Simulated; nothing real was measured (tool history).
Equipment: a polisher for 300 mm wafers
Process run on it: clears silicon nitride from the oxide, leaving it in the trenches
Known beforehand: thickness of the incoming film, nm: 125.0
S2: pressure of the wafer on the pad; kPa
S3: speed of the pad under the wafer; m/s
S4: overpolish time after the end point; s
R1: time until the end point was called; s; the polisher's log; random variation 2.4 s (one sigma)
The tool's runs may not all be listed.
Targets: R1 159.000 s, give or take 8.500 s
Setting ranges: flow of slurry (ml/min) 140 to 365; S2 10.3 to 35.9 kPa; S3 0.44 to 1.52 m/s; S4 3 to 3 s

Run 1, hour 0.0: flow of slurry (ml/min) 235, S2 22.8 kPa, S3 0.98 m/s, S4 3 s. Result: R1 96.393 s.
Run 2, hour 6.5: flow of slurry (ml/min) 185, S2 22.8 kPa, S3 0.98 m/s, S4 3 s. Result: R1 100.540 s.
Run 3, hour 8.2: flow of slurry (ml/min) 185, S2 22.8 kPa, S3 0.78 m/s, S4 3 s. Result: R1 126.880 s.
Run 4, hour 10.7: flow of slurry (ml/min) 230, S2 22.8 kPa, S3 0.78 m/s, S4 3 s. Result: R1 119.950 s.
Run 5, hour 11.9: flow of slurry (ml/min) 250, S2 22.8 kPa, S3 0.78 m/s, S4 3 s. Result: R1 120.210 s.
Run 6, hour 16.3: flow of slurry (ml/min) 250, S2 21.4 kPa, S3 0.78 m/s, S4 3 s. Result: R1 134.280 s.
Run 7, hour 21.1: flow of slurry (ml/min) 250, S2 20.7 kPa, S3 0.78 m/s, S4 3 s. Result: R1 134.610 s.
Run 8, hour 28.8: flow of slurry (ml/min) 250, S2 20.0 kPa, S3 0.78 m/s, S4 3 s. Result: R1 136.230 s.
Run 9, hour 31.3: flow of slurry (ml/min) 250, S2 19.3 kPa, S3 0.78 m/s, S4 3 s. Result: R1 145.310 s.
Run 10, hour 32.7: flow of slurry (ml/min) 250, S2 18.6 kPa, S3 0.78 m/s, S4 3 s. Result: R1 146.490 s.

Consider the 4 candidate settings below. Which is the only one whose results all fall within their allowed miss of target?
Run A, hour 34.1: flow of slurry (ml/min) 215, S2 26.9 kPa, S3 0.64 m/s, S4 3 s. Result: R1 ?.
Run B, hour 34.1: flow of slurry (ml/min) 260, S2 20.0 kPa, S3 0.76 m/s, S4 3 s. Result: R1 ?.
Run C, hour 34.1: flow of slurry (ml/min) 220, S2 15.2 kPa, S3 0.90 m/s, S4 3 s. Result: R1 ?.
Run D, hour 34.1: flow of slurry (ml/min) 345, S2 14.5 kPa, S3 1.04 m/s, S4 3 s. Result: R1 ?.

move       R1
   A  127.160
   B  141.310
   C  160.620
   D  139.750
A: misses by more than the last run did
B: misses by more than the last run did
C: meets every target
D: misses by more than the last run did
So the answer is move C, the one that meets all the targets.
